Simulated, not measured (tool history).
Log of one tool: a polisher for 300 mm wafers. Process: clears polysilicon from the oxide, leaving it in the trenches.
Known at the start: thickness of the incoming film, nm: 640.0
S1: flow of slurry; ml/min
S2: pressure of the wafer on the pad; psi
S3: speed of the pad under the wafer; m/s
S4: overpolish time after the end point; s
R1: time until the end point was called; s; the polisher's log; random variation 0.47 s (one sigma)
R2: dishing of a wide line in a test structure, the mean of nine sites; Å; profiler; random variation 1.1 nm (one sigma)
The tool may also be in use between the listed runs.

{"run": 1, "hour": 0.0, "S1": 140, "S2": 2.9, "S3": 1, "S4": 15, "R1": 41.898, "R2": 742.37}
{"run": 2, "hour": 8.9, "S1": 135, "S2": 2.7, "S3": 1, "S4": 12, "R1": 43.804, "R2": 704.21}
{"run": 3, "hour": 14.3, "S1": 135, "S2": 3, "S3": 1, "S4": 12, "R1": 40.978, "R2": 703.01}
{"run": 4, "hour": 20.7, "S1": 125, "S2": 2.9, "S3": 0.96, "S4": 10, "R1": 44.451, "R2": 654.92}
{"run": 5, "hour": 25.6, "S1": 115, "S2": 2.8, "S3": 0.94, "S4": 9, "R1": 46.147, "R2": 588.27}
{"run": 6, "hour": 27.3, "S1": 115, "S2": 2.8, "S3": 0.94, "S4": 4, "R1": 47.266, "R2": 356.91}
{"run": 7, "hour": 28.5, "S1": 115, "S2": 2.7, "S3": 0.94, "S4": 5, "R1": 47.687, "R2": 408.31}
{"run": 8, "hour": 31.9, "S1": 115, "S2": 2.6, "S3": 0.94, "S4": 6, "R1": 48.372, "R2": 452.83}
{"run": 9, "hour": 39.4, "S1": 100, "S2": 2.1, "S3": 0.94, "S4": 10, "R1": 57.284, "R2": 566.13}

The next listed run, before its measurement:
{"run": 10, "hour": 43.7, "S1": 100, "S2": 2.1, "S3": 0.94, "S4": 10, "R1": "?", "R2": "?"}

R1: 56.411 s
R2: 555.65 Å
